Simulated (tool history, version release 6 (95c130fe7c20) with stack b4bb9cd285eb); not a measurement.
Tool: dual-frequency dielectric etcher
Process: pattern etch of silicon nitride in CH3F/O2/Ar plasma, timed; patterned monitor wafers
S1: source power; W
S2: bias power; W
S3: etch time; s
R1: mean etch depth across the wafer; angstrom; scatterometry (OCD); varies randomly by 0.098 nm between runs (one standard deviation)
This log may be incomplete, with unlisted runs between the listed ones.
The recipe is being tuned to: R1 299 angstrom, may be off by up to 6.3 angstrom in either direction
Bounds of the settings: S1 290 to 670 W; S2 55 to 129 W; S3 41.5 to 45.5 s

run,hour,S1,S2,S3,R1
1,0,480,92,45.5,352.01
2,6.7,480,79,45.5,320.04
3,12,480,88,45.5,341.83
4,12.8,540,88,45.5,355.74
5,19.7,480,86,45.5,334.49
6,21.4,450,85,45.5,328.84
7,24.8,450,85,45.5,326.19
8,30.9,420,84,45.5,319.97
9,35.8,330,78,45.5,282.54

Which one of the following 5 next-run settings gets every result inside its allowed miss? There is exactly one.
A,40.7,430,65,42,?
B,40.7,350,74,42.5,?
C,40.7,290,81,43.5,?
D,40.7,320,75,42,?
E,40.7,330,84,45.5,?

move,R1
A,252.49
B,260.76
C,267.45
D,253.16
E,296.6
A: moves away from the targets compared with the last run
B: moves away from the targets compared with the last run
C: moves away from the targets compared with the last run
D: moves away from the targets compared with the last run
E: every result lands within tolerance
E is the move that brings every result within its allowed miss.
